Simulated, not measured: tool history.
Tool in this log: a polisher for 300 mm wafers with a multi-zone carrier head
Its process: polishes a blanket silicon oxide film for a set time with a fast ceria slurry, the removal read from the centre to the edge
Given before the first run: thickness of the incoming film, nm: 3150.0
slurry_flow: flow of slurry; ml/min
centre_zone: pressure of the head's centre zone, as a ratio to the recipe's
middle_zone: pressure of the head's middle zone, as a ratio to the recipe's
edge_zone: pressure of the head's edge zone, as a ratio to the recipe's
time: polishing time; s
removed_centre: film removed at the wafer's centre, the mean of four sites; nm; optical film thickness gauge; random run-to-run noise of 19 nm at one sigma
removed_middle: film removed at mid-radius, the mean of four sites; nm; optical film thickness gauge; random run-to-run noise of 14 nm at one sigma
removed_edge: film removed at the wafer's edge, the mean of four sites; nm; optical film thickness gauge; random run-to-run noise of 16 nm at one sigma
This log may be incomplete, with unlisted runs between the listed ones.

run,hour,slurry_flow,centre_zone,middle_zone,edge_zone,time,removed_centre,removed_middle,removed_edge
1,0,185,1,1,1,88,977.54,980.62,978.36
2,5.2,185,1,1,1,104,1139.8,1163.9,1120.2
3,6.3,200,1.04,1.02,1.01,106,1235.9,1218,1170.9
4,13.8,210,1.07,1.05,1,108,1302.3,1280.6,1231.7
5,16.7,210,1.07,1.05,1,125,1502.6,1494.9,1442.7
6,24.8,210,1.03,1.05,1,125,1458.1,1471.7,1382.2

Expected results for the next run?
7,30.4,230,1.05,1.05,0.96,123,?,?,?

Run 7 measured removed_centre 1482.7 nm, removed_middle 1512.1 nm, removed_edge 1373.2 nm.
